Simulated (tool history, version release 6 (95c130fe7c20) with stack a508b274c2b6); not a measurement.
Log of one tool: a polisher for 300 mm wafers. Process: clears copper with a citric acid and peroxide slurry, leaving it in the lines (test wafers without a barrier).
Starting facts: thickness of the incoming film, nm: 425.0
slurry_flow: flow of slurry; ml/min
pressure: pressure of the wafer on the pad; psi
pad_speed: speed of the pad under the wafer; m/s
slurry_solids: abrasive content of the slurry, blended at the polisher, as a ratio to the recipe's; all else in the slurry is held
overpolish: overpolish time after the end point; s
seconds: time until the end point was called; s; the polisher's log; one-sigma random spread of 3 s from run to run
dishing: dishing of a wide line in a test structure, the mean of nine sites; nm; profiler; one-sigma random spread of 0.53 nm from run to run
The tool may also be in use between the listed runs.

{"run": 1, "hour": 0.0, "slurry_flow": 165, "pressure": 2.5, "pad_speed": 1.4, "slurry_solids": 1, "overpolish": 18, "seconds": 193.13, "dishing": 28.958}
{"run": 2, "hour": 7.1, "slurry_flow": 140, "pressure": 2.5, "pad_speed": 1.4, "slurry_solids": 1, "overpolish": 18, "seconds": 201.12, "dishing": 29.27}
{"run": 3, "hour": 7.6, "slurry_flow": 140, "pressure": 2.8, "pad_speed": 1.4, "slurry_solids": 1, "overpolish": 18, "seconds": 184.27, "dishing": 30.792}
{"run": 4, "hour": 13.8, "slurry_flow": 110, "pressure": 2.8, "pad_speed": 1.4, "slurry_solids": 1, "overpolish": 18, "seconds": 198.78, "dishing": 29.602}
{"run": 5, "hour": 18.9, "slurry_flow": 110, "pressure": 2.8, "pad_speed": 1.4, "slurry_solids": 1, "overpolish": 11, "seconds": 197.75, "dishing": 18.848}
{"run": 6, "hour": 20.4, "slurry_flow": 110, "pressure": 2.4, "pad_speed": 1.4, "slurry_solids": 1, "overpolish": 14, "seconds": 217.37, "dishing": 20.43}
{"run": 7, "hour": 28.0, "slurry_flow": 110, "pressure": 2.1, "pad_speed": 1.34, "slurry_solids": 1, "overpolish": 17, "seconds": 245.64, "dishing": 22.402}
{"run": 8, "hour": 35.3, "slurry_flow": 110, "pressure": 1.9, "pad_speed": 1.3, "slurry_solids": 1, "overpolish": 19, "seconds": 269.89, "dishing": 22.82}
{"hour": 39.1, "done": "worn pad replaced by a new one"}
{"run": 9, "hour": 39.1, "slurry_flow": 110, "pressure": 1.7, "pad_speed": 1.28, "slurry_solids": 1, "overpolish": 20, "seconds": 260.1, "dishing": 24.196}
{"run": 10, "hour": 41.9, "slurry_flow": 100, "pressure": 1.1, "pad_speed": 0.9, "slurry_solids": 0.95, "overpolish": 28, "seconds": 457.08, "dishing": 19.105}
{"run": 11, "hour": 46.9, "slurry_flow": 115, "pressure": 1.3, "pad_speed": 0.9, "slurry_solids": 0.95, "overpolish": 28, "seconds": 409.97, "dishing": 21.762}
{"run": 12, "hour": 53.9, "slurry_flow": 130, "pressure": 1.3, "pad_speed": 0.9, "slurry_solids": 0.95, "overpolish": 28, "seconds": 400.39, "dishing": 21.94}

Run 13 comes next. What will it give?
{"run": 13, "hour": 56.1, "slurry_flow": 140, "pressure": 1.3, "pad_speed": 0.9, "slurry_solids": 0.95, "overpolish": 28, "seconds": "?", "dishing": "?"}

seconds: 388.7 s
dishing: 22.695 nm
